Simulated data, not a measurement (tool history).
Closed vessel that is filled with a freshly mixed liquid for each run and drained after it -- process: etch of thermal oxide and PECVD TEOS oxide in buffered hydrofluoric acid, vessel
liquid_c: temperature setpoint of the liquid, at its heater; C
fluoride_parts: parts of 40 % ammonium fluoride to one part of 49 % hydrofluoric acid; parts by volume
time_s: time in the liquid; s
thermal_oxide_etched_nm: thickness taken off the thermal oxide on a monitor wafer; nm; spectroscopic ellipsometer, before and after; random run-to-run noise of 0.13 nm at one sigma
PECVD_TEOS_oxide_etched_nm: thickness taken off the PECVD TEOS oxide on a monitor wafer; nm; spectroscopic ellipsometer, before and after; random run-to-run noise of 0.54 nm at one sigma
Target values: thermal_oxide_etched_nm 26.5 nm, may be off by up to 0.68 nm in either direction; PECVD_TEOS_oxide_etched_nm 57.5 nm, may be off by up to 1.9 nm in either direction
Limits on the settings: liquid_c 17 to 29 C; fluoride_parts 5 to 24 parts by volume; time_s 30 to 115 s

run  hour  liquid_c  fluoride_parts  time_s  thermal_oxide_etched_nm  PECVD_TEOS_oxide_etched_nm
  1     0        21            14.5      60                   43.084                       94.55
  2   3.4        20            15.5      60                   37.797                      81.387
  3   7.4      18.5            15.5      60                   35.126                      76.449
  4  10.7        17            15.5      60                   32.062                      69.798
  5  14.1        17            15.5      60                   32.254                      68.734
  6  20.2        17            15.5      60                   32.146                      71.224
  7    24        17            16.5      60                   29.934                       66.22
  8  32.6        17              17      60                   29.248                      63.182
  9  40.6        17            17.5      60                   28.217                      62.515
 10  45.7        17              18      60                   27.858                       59.63

Which of these 4 next moves meets every target?
  A  50.8        17            15.5      55                        ?                           ?
  B  50.8        17              19      65                        ?                           ?
  C  50.8        17            14.5      50                        ?                           ?
  D  50.8      21.5            20.5      50                        ?                           ?

move  thermal_oxide_etched_nm  PECVD_TEOS_oxide_etched_nm
   A                   29.618                      63.876
   B                   28.631                      61.746
   C                   28.753                      62.009
   D                   26.531                      57.219
A: the biggest miss grows against the last run
B: the biggest miss grows against the last run
C: the biggest miss grows against the last run
D: meets every target
So the answer is move D, the one that meets all the targets.
